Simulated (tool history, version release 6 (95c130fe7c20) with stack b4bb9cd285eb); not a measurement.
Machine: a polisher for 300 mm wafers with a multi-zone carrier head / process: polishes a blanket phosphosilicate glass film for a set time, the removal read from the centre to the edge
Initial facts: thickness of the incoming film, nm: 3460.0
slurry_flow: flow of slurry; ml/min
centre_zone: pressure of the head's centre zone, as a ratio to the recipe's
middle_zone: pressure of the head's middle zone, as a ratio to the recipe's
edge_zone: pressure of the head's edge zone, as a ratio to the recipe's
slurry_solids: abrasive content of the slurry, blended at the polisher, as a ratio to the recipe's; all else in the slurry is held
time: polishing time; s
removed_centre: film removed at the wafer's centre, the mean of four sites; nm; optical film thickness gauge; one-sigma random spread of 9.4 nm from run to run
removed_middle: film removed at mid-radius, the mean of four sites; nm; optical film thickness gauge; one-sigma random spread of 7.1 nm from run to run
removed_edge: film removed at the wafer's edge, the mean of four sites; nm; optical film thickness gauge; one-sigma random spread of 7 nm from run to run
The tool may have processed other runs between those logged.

{"run": 1, "day": 0.0, "slurry_flow": 165, "centre_zone": 1, "middle_zone": 1, "edge_zone": 1, "slurry_solids": 1, "time": 81, "removed_centre": 684.36, "removed_middle": 668.81, "removed_edge": 668.46}
{"run": 2, "day": 0.321, "slurry_flow": 175, "centre_zone": 1, "middle_zone": 1.02, "edge_zone": 1.02, "slurry_solids": 1.1, "time": 81, "removed_centre": 722.38, "removed_middle": 717.43, "removed_edge": 694.59}
{"run": 3, "day": 0.654, "slurry_flow": 175, "centre_zone": 0.99, "middle_zone": 1.03, "edge_zone": 1.04, "slurry_solids": 1.15, "time": 83, "removed_centre": 754.32, "removed_middle": 761.37, "removed_edge": 735.72}
{"run": 4, "day": 1.021, "slurry_flow": 175, "centre_zone": 0.99, "middle_zone": 1.03, "edge_zone": 1.04, "slurry_solids": 1.15, "time": 64, "removed_centre": 569.47, "removed_middle": 582.02, "removed_edge": 569.82}
{"run": 5, "day": 1.208, "slurry_flow": 175, "centre_zone": 0.99, "middle_zone": 1.04, "edge_zone": 1.06, "slurry_solids": 1.2, "time": 68, "removed_centre": 635.23, "removed_middle": 628.95, "removed_edge": 618.89}
{"run": 6, "day": 1.421, "slurry_flow": 180, "centre_zone": 0.98, "middle_zone": 1.05, "edge_zone": 1.08, "slurry_solids": 1.25, "time": 71, "removed_centre": 655.38, "removed_middle": 675.06, "removed_edge": 668.92}
{"run": 7, "day": 1.521, "slurry_flow": 185, "centre_zone": 0.98, "middle_zone": 1.07, "edge_zone": 1.09, "slurry_solids": 1.3, "time": 73, "removed_centre": 690.67, "removed_middle": 725.17, "removed_edge": 697.97}
{"run": 8, "day": 1.729, "slurry_flow": 190, "centre_zone": 0.98, "middle_zone": 1.08, "edge_zone": 1.1, "slurry_solids": 1.35, "time": 75, "removed_centre": 719.35, "removed_middle": 758.86, "removed_edge": 726.55}
{"run": 9, "day": 2.05, "slurry_flow": 190, "centre_zone": 0.98, "middle_zone": 1.09, "edge_zone": 1.11, "slurry_solids": 1.35, "time": 78, "removed_centre": 758.82, "removed_middle": 797.82, "removed_edge": 762.75}
{"run": 10, "day": 2.158, "slurry_flow": 195, "centre_zone": 0.98, "middle_zone": 1.1, "edge_zone": 1.12, "slurry_solids": 1.35, "time": 80, "removed_centre": 781.27, "removed_middle": 833.55, "removed_edge": 785.8}
{"run": 11, "day": 2.4, "slurry_flow": 195, "centre_zone": 0.98, "middle_zone": 1.1, "edge_zone": 1.12, "slurry_solids": 1.35, "time": 80, "removed_centre": 767.63, "removed_middle": 831.12, "removed_edge": 790.43}

Expected results for the next run?
{"run": 12, "day": 2.504, "slurry_flow": 200, "centre_zone": 0.99, "middle_zone": 1.11, "edge_zone": 1.13, "slurry_solids": 1.35, "time": 81, "removed_centre": "?", "removed_middle": "?", "removed_edge": "?"}

Run 12 came out at removed_centre 796.91 nm, removed_middle 846.77 nm, removed_edge 813.01 nm.
